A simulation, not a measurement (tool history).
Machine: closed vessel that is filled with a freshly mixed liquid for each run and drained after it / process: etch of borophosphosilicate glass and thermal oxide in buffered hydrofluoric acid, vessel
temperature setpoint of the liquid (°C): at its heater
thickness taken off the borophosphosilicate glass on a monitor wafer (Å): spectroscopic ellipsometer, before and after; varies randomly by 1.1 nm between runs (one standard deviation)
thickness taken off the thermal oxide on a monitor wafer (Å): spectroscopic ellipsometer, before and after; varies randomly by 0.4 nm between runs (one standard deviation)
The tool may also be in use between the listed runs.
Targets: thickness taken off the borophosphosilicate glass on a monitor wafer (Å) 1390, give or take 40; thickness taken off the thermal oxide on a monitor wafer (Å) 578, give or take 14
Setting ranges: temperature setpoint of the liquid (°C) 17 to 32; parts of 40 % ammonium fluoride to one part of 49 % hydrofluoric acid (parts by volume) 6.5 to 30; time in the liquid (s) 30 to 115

run,hour,temperature setpoint of the liquid (°C),parts of 40 % ammonium fluoride to one part of 49 % hydrofluoric acid (parts by volume),time in the liquid (s),thickness taken off the borophosphosilicate glass on a monitor wafer (Å),thickness taken off the thermal oxide on a monitor wafer (Å)
1,0,24,18.5,60,981.7,402.68
2,7.8,21.5,18.5,60,847.71,352.28
3,13.5,21.5,23,60,711.04,301.07
4,20.8,24,22.5,60,835.82,348.6
5,22.1,25.5,22.5,60,896.43,376.64
6,27.2,24,22.5,60,833.62,348.37
7,30.6,28,20,60,1112,458.51
8,32.5,29,20,60,1173.7,494.54
9,35.4,29.5,20,60,1190.1,500.13
10,44.7,30,19.5,60,1281.8,525.38
11,47.8,30.5,19.5,60,1286.3,540.07
12,53.7,31,19.5,60,1355.5,562.09

Pick the move, out of 4, that brings all results within their allowed miss; only one does.
A,59.6,29.5,16,55,?,?
B,59.6,24,6.5,30,?,?
C,59.6,30.5,16,50,?,?
D,59.6,29,24,75,?,?

move,thickness taken off the borophosphosilicate glass on a monitor wafer (Å),thickness taken off the thermal oxide on a monitor wafer (Å)
A,1376.2,574.91
B,1337.6,552.9
C,1318.1,550.88
D,1294.4,541.25
A: all results land within tolerance of their targets
B: lands further from the targets than the last run did
C: lands further from the targets than the last run did
D: lands further from the targets than the last run did
The right move is A.
